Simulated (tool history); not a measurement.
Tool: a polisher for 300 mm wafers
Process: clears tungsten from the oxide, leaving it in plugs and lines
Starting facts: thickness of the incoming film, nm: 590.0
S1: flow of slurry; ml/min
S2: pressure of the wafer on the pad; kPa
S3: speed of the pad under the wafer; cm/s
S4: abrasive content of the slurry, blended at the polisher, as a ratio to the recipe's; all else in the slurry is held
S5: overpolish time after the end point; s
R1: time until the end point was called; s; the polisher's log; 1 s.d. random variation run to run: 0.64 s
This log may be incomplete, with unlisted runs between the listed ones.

Run 1, hour 0.0: S1 275 ml/min, S2 31.0 kPa, S3 106 cm/s, S4 1.0, S5 23 s. Result: R1 107.010 s.
Run 2, hour 1.4: S1 275 ml/min, S2 25.5 kPa, S3 106 cm/s, S4 1.0, S5 23 s. Result: R1 128.590 s.
Run 3, hour 3.4: S1 275 ml/min, S2 25.5 kPa, S3 106 cm/s, S4 1.0, S5 25 s. Result: R1 130.630 s.
Run 4, hour 8.4: S1 275 ml/min, S2 31.0 kPa, S3 106 cm/s, S4 1.0, S5 25 s. Result: R1 106.280 s.
Run 5, hour 10.9: S1 340 ml/min, S2 31.0 kPa, S3 106 cm/s, S4 1.0, S5 25 s. Result: R1 106.270 s.
Run 6, hour 12.4: S1 340 ml/min, S2 31.0 kPa, S3 106 cm/s, S4 1.2, S5 25 s. Result: R1 102.570 s.

Predict the results of run 7:
Run 7, hour 13.2: S1 340 ml/min, S2 33.8 kPa, S3 106 cm/s, S4 1.2, S5 25 s. Result: R1 ?.

Logged for run 7: R1 94.375 s.

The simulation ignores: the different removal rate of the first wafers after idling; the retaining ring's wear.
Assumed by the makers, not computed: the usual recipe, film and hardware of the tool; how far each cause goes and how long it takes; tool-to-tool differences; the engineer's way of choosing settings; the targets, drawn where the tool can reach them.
